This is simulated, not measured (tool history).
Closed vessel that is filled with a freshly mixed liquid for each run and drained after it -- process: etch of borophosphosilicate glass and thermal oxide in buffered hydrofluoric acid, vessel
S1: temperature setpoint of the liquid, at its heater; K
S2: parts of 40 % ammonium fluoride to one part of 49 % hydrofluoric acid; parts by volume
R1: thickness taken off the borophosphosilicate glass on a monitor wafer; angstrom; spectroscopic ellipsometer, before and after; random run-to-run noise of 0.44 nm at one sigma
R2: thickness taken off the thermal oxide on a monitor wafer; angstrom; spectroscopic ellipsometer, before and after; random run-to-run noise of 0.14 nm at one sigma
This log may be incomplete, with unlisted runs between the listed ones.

{"run": 1, "hour": 0.0, "S1": 297.15, "S2": 15, "time in the liquid (s)": 60, "R1": 1161.3, "R2": 439.98}
{"run": 2, "hour": 1.8, "S1": 297.15, "S2": 17.5, "time in the liquid (s)": 60, "R1": 991.89, "R2": 376.33}
{"run": 3, "hour": 10.2, "S1": 295.15, "S2": 18.5, "time in the liquid (s)": 60, "R1": 833.53, "R2": 322.52}
{"run": 4, "hour": 11.6, "S1": 295.15, "S2": 20.5, "time in the liquid (s)": 60, "R1": 763.25, "R2": 289.96}
{"run": 5, "hour": 14.1, "S1": 293.65, "S2": 20.5, "time in the liquid (s)": 60, "R1": 693.59, "R2": 270.59}
{"run": 6, "hour": 15.8, "S1": 293.15, "S2": 21, "time in the liquid (s)": 60, "R1": 674.83, "R2": 261.67}
{"run": 7, "hour": 19.5, "S1": 292.65, "S2": 21.5, "time in the liquid (s)": 60, "R1": 641.14, "R2": 248.14}

Forecast run 8:
{"run": 8, "hour": 26.7, "S1": 292.15, "S2": 21.5, "time in the liquid (s)": 60, "R1": "?", "R2": "?"}

Run 8 produced R1 623.56 angstrom, R2 240.58 angstrom.

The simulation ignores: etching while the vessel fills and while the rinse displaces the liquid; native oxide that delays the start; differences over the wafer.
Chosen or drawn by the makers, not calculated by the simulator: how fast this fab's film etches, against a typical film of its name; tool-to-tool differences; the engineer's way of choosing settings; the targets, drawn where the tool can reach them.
